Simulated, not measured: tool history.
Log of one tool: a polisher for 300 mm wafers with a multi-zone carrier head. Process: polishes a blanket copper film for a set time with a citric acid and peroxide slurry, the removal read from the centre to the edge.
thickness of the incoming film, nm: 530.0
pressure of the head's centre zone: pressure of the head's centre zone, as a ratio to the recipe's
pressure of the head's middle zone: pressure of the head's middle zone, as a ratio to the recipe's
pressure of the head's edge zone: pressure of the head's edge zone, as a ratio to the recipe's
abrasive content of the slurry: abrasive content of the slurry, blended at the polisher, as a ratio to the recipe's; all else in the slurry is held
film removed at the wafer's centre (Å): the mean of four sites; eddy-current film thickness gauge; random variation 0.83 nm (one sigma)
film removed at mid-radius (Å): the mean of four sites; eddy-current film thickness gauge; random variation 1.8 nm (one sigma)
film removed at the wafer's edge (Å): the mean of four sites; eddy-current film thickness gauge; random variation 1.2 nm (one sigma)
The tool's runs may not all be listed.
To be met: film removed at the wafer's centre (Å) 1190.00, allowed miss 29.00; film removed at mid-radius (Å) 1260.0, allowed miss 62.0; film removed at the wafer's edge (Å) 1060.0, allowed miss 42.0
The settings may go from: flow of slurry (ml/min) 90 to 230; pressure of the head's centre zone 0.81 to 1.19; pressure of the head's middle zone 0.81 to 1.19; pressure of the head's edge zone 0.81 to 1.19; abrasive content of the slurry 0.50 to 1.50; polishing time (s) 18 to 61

| run | hour | flow of slurry (ml/min) | pressure of the head's centre zone | pressure of the head's middle zone | pressure of the head's edge zone | abrasive content of the slurry | polishing time (s) | film removed at the wafer's centre (Å) | film removed at mid-radius (Å) | film removed at the wafer's edge (Å) |
|---|---|---|---|---|---|---|---|---|---|---|
| 1 | 0.0 | 150 | 1.00 | 1.00 | 1.00 | 1.00 | 39 | 965.80 | 1080.8 | 1045.0 |
| 2 | 3.8 | 150 | 0.92 | 1.00 | 1.00 | 1.00 | 39 | 874.54 | 1071.3 | 1040.6 |
| 3 | 4.8 | 150 | 0.92 | 1.06 | 1.00 | 1.00 | 39 | 878.37 | 1087.5 | 1037.2 |
| 4 | 6.8 | 160 | 0.95 | 1.08 | 0.98 | 1.00 | 39 | 913.92 | 1140.6 | 1004.9 |
| 5 | 8.4 | 160 | 0.95 | 1.08 | 1.05 | 1.00 | 39 | 919.42 | 1145.2 | 1061.7 |
| 6 | 9.3 | 180 | 0.95 | 1.08 | 1.05 | 1.00 | 39 | 934.68 | 1186.4 | 1089.1 |
| 7 | 9.8 | 180 | 0.95 | 1.08 | 1.05 | 1.00 | 39 | 940.44 | 1140.0 | 1068.9 |
|  | 13.0 | centre zone pressure recalibrated |
| 8 | 13.0 | 185 | 0.98 | 1.09 | 1.04 | 1.00 | 39 | 1057.20 | 1144.6 | 1073.3 |
| 9 | 17.2 | 190 | 0.98 | 1.11 | 1.03 | 1.05 | 39 | 1068.00 | 1177.2 | 1073.7 |
| 10 | 22.1 | 195 | 0.98 | 1.13 | 1.02 | 1.05 | 39 | 1092.00 | 1203.1 | 1088.7 |

Which of these 4 next moves meets every target?
| A | 27.0 | 200 | 0.98 | 1.09 | 1.07 | 1.15 | 37 | ? | ? | ? |
| B | 27.0 | 170 | 0.90 | 1.19 | 1.04 | 1.20 | 38 | ? | ? | ? |
| C | 27.0 | 225 | 1.11 | 1.02 | 1.01 | 1.20 | 37 | ? | ? | ? |
| D | 27.0 | 165 | 1.07 | 1.19 | 0.96 | 1.05 | 40 | ? | ? | ? |

| move | film removed at the wafer's centre (Å) | film removed at mid-radius (Å) | film removed at the wafer's edge (Å) |
|---|---|---|---|
| A | 1050.30 | 1136.8 | 1061.1 |
| B | 977.15 | 1230.8 | 1067.2 |
| C | 1219.20 | 1108.5 | 1051.9 |
| D | 1186.00 | 1254.5 | 1048.4 |
A: further off than the last run
B: further off than the last run
C: takes the result that was furthest off past its target
D: meets every target
Answer: D
